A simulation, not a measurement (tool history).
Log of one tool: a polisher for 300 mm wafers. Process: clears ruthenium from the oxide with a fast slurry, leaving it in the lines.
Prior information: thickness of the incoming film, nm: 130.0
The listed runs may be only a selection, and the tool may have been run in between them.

| run | hour | flow of slurry (ml/min) | pressure of the wafer on the pad (psi) | speed of the pad under the wafer (cm/s) | abrasive content of the slurry | overpolish time after the end point (s) | time until the end point was called (s) | dishing of a wide line in a test structure (nm) |
|---|---|---|---|---|---|---|---|---|
| 1 | 0.0 | 275 | 1.9 | 116 | 1.0 | 17 | 52.669 | 38.234 |
| 2 | 3.3 | 270 | 2.1 | 120 | 1.0 | 18 | 47.714 | 44.227 |
| 3 | 9.3 | 270 | 2.5 | 120 | 1.0 | 18 | 40.682 | 50.155 |
| 4 | 11.8 | 335 | 2.5 | 120 | 1.0 | 18 | 39.507 | 51.551 |
| 5 | 16.4 | 335 | 2.5 | 98 | 1.0 | 18 | 47.104 | 45.048 |
| 6 | 24.1 | 330 | 2.6 | 108 | 1.0 | 19 | 41.952 | 52.779 |
| 7 | 26.2 | 330 | 2.7 | 116 | 1.0 | 20 | 38.854 | 57.551 |
| 8 | 32.5 | 325 | 3.0 | 148 | 1.1 | 26 | 27.580 | 95.458 |

Forecast run 9:
| 9 | 40.7 | 325 | 3.0 | 150 | 1.1 | 26 | ? | ? |

time until the end point was called (s): 27.231
dishing of a wide line in a test structure (nm): 98.591
